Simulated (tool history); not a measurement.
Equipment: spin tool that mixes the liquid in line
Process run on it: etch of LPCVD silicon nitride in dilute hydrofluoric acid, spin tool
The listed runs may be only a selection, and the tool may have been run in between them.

run    day  temperature setpoint of the liquid (K)  parts of water to one part of 49 % hydrofluoric acid (parts by volume)  time under the liquid (s)  thickness taken off the LPCVD silicon nitride on a monitor wafer (Å)
  1  0.000                                  298.15                                                                     100                        285                                                                13.182
  2  0.242                                  298.15                                                                     100                        285                                                                13.594
  3  0.283                                  299.15                                                                      95                        285                                                                14.495
  4  0.325                                  299.65                                                                      90                        285                                                                16.222
  5  0.671                                  299.65                                                                      90                        305                                                                17.240
     0.858  -- thermometer replaced
  6  0.858                                  299.65                                                                     125                        305                                                                13.322
  7  1.204                                  300.65                                                                     115                        305                                                                16.138
  8  1.479                                  301.65                                                                     115                        305                                                                17.006

What will run 9 give?
  9  1.842                                  302.15                                                                     110                        305                                                                     ?

thickness taken off the LPCVD silicon nitride on a monitor wafer (Å): 18.443
